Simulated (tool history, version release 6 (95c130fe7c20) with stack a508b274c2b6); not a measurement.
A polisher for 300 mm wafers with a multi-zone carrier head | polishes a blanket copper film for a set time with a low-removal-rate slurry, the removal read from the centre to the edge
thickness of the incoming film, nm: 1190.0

| run | hour | flow of slurry (ml/min) | pressure of the head's centre zone | pressure of the head's middle zone | pressure of the head's edge zone | abrasive content of the slurry | polishing time (s) | film removed at the wafer's centre (nm) | film removed at mid-radius (nm) | film removed at the wafer's edge (nm) |
|---|---|---|---|---|---|---|---|---|---|---|
| 1 | 0 | 170 | 1 | 1 | 1 | 1 | 33 | 66.351 | 65.196 | 65.601 |
| 2 | 7.1 | 170 | 1 | 1 | 1 | 1 | 40 | 81.572 | 79.704 | 79.223 |
| 3 | 8.6 | 145 | 1 | 1 | 1 | 1 | 40 | 77.443 | 77.646 | 77.801 |
| 4 | 12.3 | 145 | 1 | 1 | 1 | 1 | 46 | 91.062 | 89.817 | 89.662 |
| 5 | 13.9 | 145 | 1 | 1.05 | 1 | 1 | 46 | 89.917 | 92 | 90.659 |
| 6 | 17.1 | 105 | 1 | 1.05 | 1 | 1 | 46 | 84.809 | 89.143 | 86.051 |
| 7 | 18.8 | 105 | 0.99 | 1.02 | 0.99 | 0.95 | 42 | 78.172 | 79.241 | 79.122 |

Forecast run 8:
| 8 | 23.7 | 105 | 0.96 | 1 | 0.96 | 0.9 | 38 | ? | ? | ? |

film removed at the wafer's centre (nm): 67.152
film removed at mid-radius (nm): 67.634
film removed at the wafer's edge (nm): 69.379

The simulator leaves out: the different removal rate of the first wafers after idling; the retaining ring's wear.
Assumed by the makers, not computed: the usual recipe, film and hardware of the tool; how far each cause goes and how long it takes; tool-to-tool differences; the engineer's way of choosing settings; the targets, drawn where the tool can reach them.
